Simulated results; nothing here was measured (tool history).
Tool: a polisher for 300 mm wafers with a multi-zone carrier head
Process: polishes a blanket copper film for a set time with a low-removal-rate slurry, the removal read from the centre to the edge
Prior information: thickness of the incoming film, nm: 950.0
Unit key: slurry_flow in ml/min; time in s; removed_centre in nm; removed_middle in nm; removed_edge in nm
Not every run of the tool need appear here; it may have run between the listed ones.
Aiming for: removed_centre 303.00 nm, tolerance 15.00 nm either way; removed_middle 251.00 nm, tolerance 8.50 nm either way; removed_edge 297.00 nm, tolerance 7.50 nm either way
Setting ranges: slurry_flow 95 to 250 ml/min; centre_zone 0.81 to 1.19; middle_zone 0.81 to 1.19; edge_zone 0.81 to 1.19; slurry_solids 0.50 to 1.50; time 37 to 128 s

run  hour  slurry_flow  centre_zone  middle_zone  edge_zone  slurry_solids  time  removed_centre  removed_middle  removed_edge
  1   0.0          160         1.00         1.00       1.00           1.00    82          384.04          361.12        367.04
  2   8.8          160         1.07         1.00       1.00           1.00    82          408.52          368.48        368.48
  3  11.0          160         1.01         1.00       1.00           1.00    82          390.32          369.33        364.85
  4  13.3          145         1.00         0.94       1.00           0.85    81          356.96          320.59        344.56
  5  17.1          135         0.99         0.90       0.97           0.75    81          332.60          305.75        329.81
  6  18.7          135         0.99         0.90       0.97           0.85    81          339.90          303.31        334.00
  7  20.1          125         1.00         0.87       0.95           0.80    80          331.33          291.65        322.11
  8  25.4          120         1.01         0.85       0.96           0.75    79          327.89          274.32        314.72
  9  31.9          115         1.01         0.84       0.95           0.70    79          311.32          268.17        303.29

Exactly one of the 5 candidate moves below puts every result within its allowed miss. Which one?
  A  38.4          185         1.02         0.81       0.93           0.60    77               ?               ?             ?
  B  38.4          135         0.96         0.91       0.84           0.75    77               ?               ?             ?
  C  38.4          115         1.01         0.84       0.98           0.70    76               ?               ?             ?
  D  38.4          120         1.05         0.86       0.91           0.95    73               ?               ?             ?
  E  38.4          105         1.03         0.93       0.92           0.50    83               ?               ?             ?

move  removed_centre  removed_middle  removed_edge
   A          331.63          263.34        301.93
   B          309.88          289.60        291.64
   C          305.90          255.30        298.00
   D          330.64          270.16        297.92
   E          309.49          276.04        288.85
A: closer than the last run, but not yet in spec
B: lands further from the targets than the last run did
C: every result within its allowed miss
D: lands further from the targets than the last run did
E: lands further from the targets than the last run did
So the answer is move C, the one that meets all the targets.

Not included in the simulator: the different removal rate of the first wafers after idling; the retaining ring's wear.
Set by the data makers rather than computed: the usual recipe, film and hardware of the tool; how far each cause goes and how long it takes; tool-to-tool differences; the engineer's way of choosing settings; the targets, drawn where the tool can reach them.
